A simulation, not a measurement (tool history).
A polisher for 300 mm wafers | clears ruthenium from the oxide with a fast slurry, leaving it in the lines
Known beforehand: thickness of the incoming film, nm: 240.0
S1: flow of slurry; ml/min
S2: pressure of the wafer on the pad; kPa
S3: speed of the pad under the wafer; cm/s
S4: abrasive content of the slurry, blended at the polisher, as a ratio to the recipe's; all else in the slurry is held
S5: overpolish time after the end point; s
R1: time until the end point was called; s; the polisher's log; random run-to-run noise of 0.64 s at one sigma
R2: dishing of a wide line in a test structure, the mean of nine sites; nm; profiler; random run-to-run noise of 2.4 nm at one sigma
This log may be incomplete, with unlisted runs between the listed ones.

{"run": 1, "hour": 0.0, "S1": 120, "S2": 21.4, "S3": 82, "S4": 1.0, "S5": 26, "R1": 57.864, "R2": 84.284}
{"run": 2, "hour": 9.0, "S1": 120, "S2": 21.4, "S3": 82, "S4": 1.2, "S5": 26, "R1": 52.132, "R2": 88.543}
{"run": 3, "hour": 16.7, "S1": 120, "S2": 21.4, "S3": 82, "S4": 1.15, "S5": 31, "R1": 52.652, "R2": 99.985}
{"run": 4, "hour": 20.4, "S1": 120, "S2": 19.3, "S3": 82, "S4": 1.15, "S5": 31, "R1": 57.33, "R2": 94.423}
{"run": 5, "hour": 21.3, "S1": 120, "S2": 20.0, "S3": 82, "S4": 1.15, "S5": 34, "R1": 55.712, "R2": 100.58}
{"run": 6, "hour": 30.1, "S1": 135, "S2": 20.0, "S3": 82, "S4": 1.15, "S5": 34, "R1": 54.997, "R2": 105.33}
{"run": 7, "hour": 37.9, "S1": 135, "S2": 20.7, "S3": 82, "S4": 1.15, "S5": 37, "R1": 52.285, "R2": 111.66}

For run 8, what comes out?
{"run": 8, "hour": 42.1, "S1": 135, "S2": 20.7, "S3": 82, "S4": 1.15, "S5": 40, "R1": "?", "R2": "?"}

{"run 8": {"R1": 54.069, "R2": 117.37}}
